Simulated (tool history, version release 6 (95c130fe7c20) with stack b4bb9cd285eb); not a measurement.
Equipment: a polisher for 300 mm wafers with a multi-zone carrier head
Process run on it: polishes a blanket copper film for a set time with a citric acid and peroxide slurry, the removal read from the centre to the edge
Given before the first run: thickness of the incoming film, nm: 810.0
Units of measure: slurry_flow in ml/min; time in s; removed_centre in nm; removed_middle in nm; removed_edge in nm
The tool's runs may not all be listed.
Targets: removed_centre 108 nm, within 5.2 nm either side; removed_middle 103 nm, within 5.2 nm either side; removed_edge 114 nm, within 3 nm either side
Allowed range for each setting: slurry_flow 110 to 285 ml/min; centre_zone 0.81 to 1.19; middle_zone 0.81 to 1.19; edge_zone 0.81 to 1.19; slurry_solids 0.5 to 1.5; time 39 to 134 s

run 1 hour=0 | slurry_flow=180 centre_zone=1 middle_zone=1 edge_zone=1 slurry_solids=1 time=86 | removed_centre=195.63 removed_middle=200.62 removed_edge=200.5
run 2 hour=2.3 | slurry_flow=180 centre_zone=1 middle_zone=1 edge_zone=1 slurry_solids=1 time=104 | removed_centre=233.68 removed_middle=246.83 removed_edge=247.19
run 3 hour=11.3 | slurry_flow=180 centre_zone=1 middle_zone=0.96 edge_zone=1 slurry_solids=1 time=104 | removed_centre=242.08 removed_middle=233.6 removed_edge=244.22
run 4 hour=17.8 | slurry_flow=180 centre_zone=1 middle_zone=0.96 edge_zone=1 slurry_solids=1.1 time=104 | removed_centre=238.64 removed_middle=240.58 removed_edge=253.15
run 5 hour=26.4 | slurry_flow=165 centre_zone=0.95 middle_zone=0.94 edge_zone=1 slurry_solids=0.95 time=88 | removed_centre=180.49 removed_middle=190.93 removed_edge=199.42
run 6 hour=29.2 | slurry_flow=155 centre_zone=0.94 middle_zone=0.9 edge_zone=0.99 slurry_solids=0.85 time=77 | removed_centre=151.8 removed_middle=152.71 removed_edge=167.77
run 7 hour=31.8 | slurry_flow=150 centre_zone=0.93 middle_zone=0.88 edge_zone=0.95 slurry_solids=0.75 time=72 | removed_centre=130.84 removed_middle=130.12 removed_edge=145.78
run 8 hour=40 | slurry_flow=150 centre_zone=0.93 middle_zone=0.88 edge_zone=0.91 slurry_solids=0.65 time=71 | removed_centre=126.53 removed_middle=124.06 removed_edge=132.5
run 9 hour=48.8 | slurry_flow=140 centre_zone=0.92 middle_zone=0.86 edge_zone=0.89 slurry_solids=0.6 time=71 | removed_centre=114.33 removed_middle=116.89 removed_edge=127.7
run 10 hour=56.2 | slurry_flow=140 centre_zone=0.93 middle_zone=0.85 edge_zone=0.87 slurry_solids=0.55 time=71 | removed_centre=112.77 removed_middle=110.12 removed_edge=122.09
run 11 hour=61.1 | slurry_flow=125 centre_zone=0.92 middle_zone=0.83 edge_zone=0.81 slurry_solids=0.5 time=71 | removed_centre=105.1 removed_middle=99.234 removed_edge=109.86
run 12 hour=62.5 | slurry_flow=130 centre_zone=0.92 middle_zone=0.83 edge_zone=0.81 slurry_solids=0.5 time=71 | removed_centre=105.51 removed_middle=100.77 removed_edge=110.53
run 13 hour=71.2 | slurry_flow=130 centre_zone=0.92 middle_zone=0.83 edge_zone=0.81 slurry_solids=0.5 time=71 | removed_centre=102.3 removed_middle=101.59 removed_edge=110.23

Consider the 5 candidate settings below. Which is the only one whose results all fall within their allowed miss of target?
run A hour=79.9 | slurry_flow=130 centre_zone=0.85 middle_zone=1.01 edge_zone=0.81 slurry_solids=0.55 time=66 | removed_centre=? removed_middle=? removed_edge=?
run B hour=79.9 | slurry_flow=180 centre_zone=0.94 middle_zone=0.85 edge_zone=0.81 slurry_solids=0.55 time=63 | removed_centre=? removed_middle=? removed_edge=?
run C hour=79.9 | slurry_flow=190 centre_zone=0.96 middle_zone=0.88 edge_zone=0.81 slurry_solids=0.65 time=57 | removed_centre=? removed_middle=? removed_edge=?
run D hour=79.9 | slurry_flow=210 centre_zone=0.91 middle_zone=0.83 edge_zone=0.87 slurry_solids=0.55 time=64 | removed_centre=? removed_middle=? removed_edge=?
run E hour=79.9 | slurry_flow=140 centre_zone=0.84 middle_zone=1.03 edge_zone=0.81 slurry_solids=0.6 time=63 | removed_centre=? removed_middle=? removed_edge=?

move=A removed_centre=94.888 removed_middle=115.02 removed_edge=107.54
move=B removed_centre=108.34 removed_middle=101.91 removed_edge=108.15
move=C removed_centre=108.73 removed_middle=102.89 removed_edge=105.82
move=D removed_centre=109.49 removed_middle=104.09 removed_edge=115.54
move=E removed_centre=95.019 removed_middle=118.21 removed_edge=108.09
A: the biggest miss grows against the last run
B: the biggest miss grows against the last run
C: the biggest miss grows against the last run
D: every result lands within tolerance
E: the biggest miss grows against the last run
Correct choice: D, which meets every target
